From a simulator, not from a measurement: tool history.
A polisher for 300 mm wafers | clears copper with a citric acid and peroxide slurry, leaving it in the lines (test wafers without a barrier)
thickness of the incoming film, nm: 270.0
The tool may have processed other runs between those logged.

run	day	flow of slurry (ml/min)	pressure of the wafer on the pad (kPa)	speed of the pad under the wafer (m/s)	abrasive content of the slurry	overpolish time after the end point (s)	time until the end point was called (s)	dishing of a wide line in a test structure (Å)
1	0	135	18.6	1.02	1	15	134.99	224.47
2	0.05	105	18.6	1.02	1	15	144.34	236.06
3	0.346	85	18.6	1.02	1	15	146.08	206.51
4	0.567	85	16.5	1	1	16	167.08	207.71
5	0.746	85	15.2	0.98	1	16	177.16	199.2
6	0.846	85	15.2	0.98	0.85	16	181.37	194.9
7	0.883	85	13.8	0.96	0.85	16	201.93	173.59

Forecast run 8:
8	0.925	85	13.1	0.96	0.85	16	?	?

time until the end point was called (s): 200.08
dishing of a wide line in a test structure (Å): 174.31
